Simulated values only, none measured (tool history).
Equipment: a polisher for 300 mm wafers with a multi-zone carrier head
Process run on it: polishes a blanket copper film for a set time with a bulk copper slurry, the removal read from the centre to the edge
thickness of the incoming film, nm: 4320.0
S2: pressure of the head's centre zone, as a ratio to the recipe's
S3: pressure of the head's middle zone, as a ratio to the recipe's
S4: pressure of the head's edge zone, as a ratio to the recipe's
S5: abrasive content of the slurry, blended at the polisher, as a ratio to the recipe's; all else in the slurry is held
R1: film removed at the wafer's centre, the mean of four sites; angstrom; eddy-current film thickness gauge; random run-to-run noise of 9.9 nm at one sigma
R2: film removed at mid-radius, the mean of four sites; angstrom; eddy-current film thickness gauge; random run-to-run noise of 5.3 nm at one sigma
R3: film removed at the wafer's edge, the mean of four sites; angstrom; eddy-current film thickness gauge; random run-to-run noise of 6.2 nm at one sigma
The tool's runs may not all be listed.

{"run": 1, "hour": 0.0, "flow of slurry (ml/min)": 235, "S2": 1, "S3": 1, "S4": 1, "S5": 1, "polishing time (s)": 42, "R1": 6020, "R2": 6270.6, "R3": 6219.2}
{"run": 2, "hour": 6.3, "flow of slurry (ml/min)": 205, "S2": 1, "S3": 1, "S4": 1, "S5": 1, "polishing time (s)": 42, "R1": 6012.6, "R2": 6082.7, "R3": 6074.7}
{"run": 3, "hour": 6.9, "flow of slurry (ml/min)": 235, "S2": 1.03, "S3": 1.04, "S4": 1.01, "S5": 1.05, "polishing time (s)": 42, "R1": 6250.3, "R2": 6525.2, "R3": 6241.5}
{"run": 4, "hour": 14.2, "flow of slurry (ml/min)": 185, "S2": 1.03, "S3": 1.04, "S4": 1.01, "S5": 1.05, "polishing time (s)": 42, "R1": 6131.3, "R2": 6273.3, "R3": 5981.9}
{"run": 5, "hour": 22.1, "flow of slurry (ml/min)": 185, "S2": 1.03, "S3": 1.04, "S4": 1.01, "S5": 1.05, "polishing time (s)": 47, "R1": 6903.5, "R2": 6881.6, "R3": 6747.9}
{"run": 6, "hour": 24.9, "flow of slurry (ml/min)": 210, "S2": 1.03, "S3": 1.06, "S4": 1, "S5": 1.05, "polishing time (s)": 47, "R1": 7182.9, "R2": 7156.1, "R3": 6689.8}

Predict the results of run 7:
{"run": 7, "hour": 27.3, "flow of slurry (ml/min)": 230, "S2": 1.01, "S3": 1.08, "S4": 1.01, "S5": 1.05, "polishing time (s)": 47, "R1": "?", "R2": "?", "R3": "?"}

Run 7 measured R1 6910.6 angstrom, R2 7502.6 angstrom, R3 6853.7 angstrom.

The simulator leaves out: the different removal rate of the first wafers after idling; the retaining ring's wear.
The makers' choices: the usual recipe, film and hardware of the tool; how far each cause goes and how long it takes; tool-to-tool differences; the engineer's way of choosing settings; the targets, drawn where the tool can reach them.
